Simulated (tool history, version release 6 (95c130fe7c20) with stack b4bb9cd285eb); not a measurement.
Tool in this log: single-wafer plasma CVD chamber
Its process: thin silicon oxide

run  hour  heater temperature setpoint (°C)  chamber pressure (Torr)  RF power (W)  deposition time (s)  mean film thickness on the monitor wafer (angstrom)
  1   0.0                               410                    0.650           220                 6.32                                               84.521
  2   1.4                               410                    0.609           220                 6.32                                               79.274
  3   5.8                               410                    0.562           220                 6.32                                               73.412
  4   6.3                               410                    0.562           220                 6.02                                               70.014
  5  12.1                               410                    0.562           245                 6.02                                               73.032
  6  16.0                               410                    0.562           275                 6.02                                               75.699
  7  18.4                               410                    0.523           275                 6.02                                               70.531
  8  22.9                               410                    0.410           275                 6.02                                               55.369
  9  24.0                               410                    0.410           275                 6.02                                               55.330
 10  27.9                               410                    0.464           275                 6.02                                               62.681
     35.8  -- thermocouple changed; heater temperature recalibrated
 11  35.8                               410                    0.457           275                 6.02                                               61.993

Run 12, settings as shown, results not yet in. Your forecast:
 12  39.7                               410                    0.452           275                 6.02                                                    ?

Run 12 measured mean film thickness on the monitor wafer (angstrom) 61.301.
